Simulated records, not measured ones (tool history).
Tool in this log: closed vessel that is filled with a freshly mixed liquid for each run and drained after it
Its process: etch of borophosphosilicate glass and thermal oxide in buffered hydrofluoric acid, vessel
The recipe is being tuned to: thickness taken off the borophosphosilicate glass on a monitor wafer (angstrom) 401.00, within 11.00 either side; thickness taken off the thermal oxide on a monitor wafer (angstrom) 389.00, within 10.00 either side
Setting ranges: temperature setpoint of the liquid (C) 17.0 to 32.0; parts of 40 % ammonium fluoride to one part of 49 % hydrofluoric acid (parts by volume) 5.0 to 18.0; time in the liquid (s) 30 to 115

run,hour,temperature setpoint of the liquid (C),parts of 40 % ammonium fluoride to one part of 49 % hydrofluoric acid (parts by volume),time in the liquid (s),thickness taken off the borophosphosilicate glass on a monitor wafer (angstrom),thickness taken off the thermal oxide on a monitor wafer (angstrom)
1,0.0,24.0,11.0,60,706.31,685.37
2,1.5,23.0,11.5,60,640.49,621.35
3,7.7,21.5,11.5,60,592.91,570.13
4,8.7,24.0,11.5,60,679.03,654.65
5,15.7,24.0,11.5,45,508.22,489.50
6,24.7,23.5,11.5,45,497.77,479.84
7,25.6,23.0,11.5,45,481.19,463.83
8,34.8,22.5,11.5,45,469.42,450.70

Exercise: of the 4 proposed moves below, exactly one satisfies all targets within the stated allowed misses. Which move is it?
A,44.0,25.5,14.0,40,?,?
B,44.0,19.5,10.5,40,?,?
C,44.0,26.0,13.5,35,?,?
D,44.0,18.5,10.0,40,?,?

move,thickness taken off the borophosphosilicate glass on a monitor wafer (angstrom),thickness taken off the thermal oxide on a monitor wafer (angstrom)
A,405.65,390.57
B,384.89,368.43
C,377.82,363.81
D,375.62,359.10
A: in spec on every target
B: pushes the last run's worst result past its target
C: pushes the last run's worst result past its target
D: pushes the last run's worst result past its target
Go with A: it meets all targets.
